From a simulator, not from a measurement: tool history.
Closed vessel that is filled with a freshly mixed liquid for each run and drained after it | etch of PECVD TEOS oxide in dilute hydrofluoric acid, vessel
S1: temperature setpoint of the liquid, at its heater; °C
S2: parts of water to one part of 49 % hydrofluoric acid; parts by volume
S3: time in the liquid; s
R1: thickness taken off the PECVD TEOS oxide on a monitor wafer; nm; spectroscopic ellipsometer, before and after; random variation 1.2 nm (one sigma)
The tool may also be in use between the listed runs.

{"run": 1, "day": 0.0, "S1": 22.0, "S2": 290, "S3": 1775, "R1": 92.324}
{"run": 2, "day": 0.175, "S1": 20.5, "S2": 290, "S3": 1775, "R1": 87.016}
{"run": 3, "day": 0.554, "S1": 22.5, "S2": 250, "S3": 1775, "R1": 113.23}
{"run": 4, "day": 0.829, "S1": 24.0, "S2": 220, "S3": 1775, "R1": 140.61}
{"run": 5, "day": 0.975, "S1": 25.0, "S2": 195, "S3": 1775, "R1": 167.83}
{"run": 6, "day": 1.271, "S1": 25.0, "S2": 195, "S3": 1910, "R1": 181.76}
{"run": 7, "day": 1.617, "S1": 26.0, "S2": 180, "S3": 1910, "R1": 206.52}
{"run": 8, "day": 1.85, "S1": 27.0, "S2": 170, "S3": 1910, "R1": 231.8}
{"run": 9, "day": 2.046, "S1": 27.5, "S2": 165, "S3": 1910, "R1": 242.59}

Run 10 comes next. What will it give?
{"run": 10, "day": 2.138, "S1": 28.0, "S2": 160, "S3": 1910, "R1": "?"}

R1: 255.110 nm

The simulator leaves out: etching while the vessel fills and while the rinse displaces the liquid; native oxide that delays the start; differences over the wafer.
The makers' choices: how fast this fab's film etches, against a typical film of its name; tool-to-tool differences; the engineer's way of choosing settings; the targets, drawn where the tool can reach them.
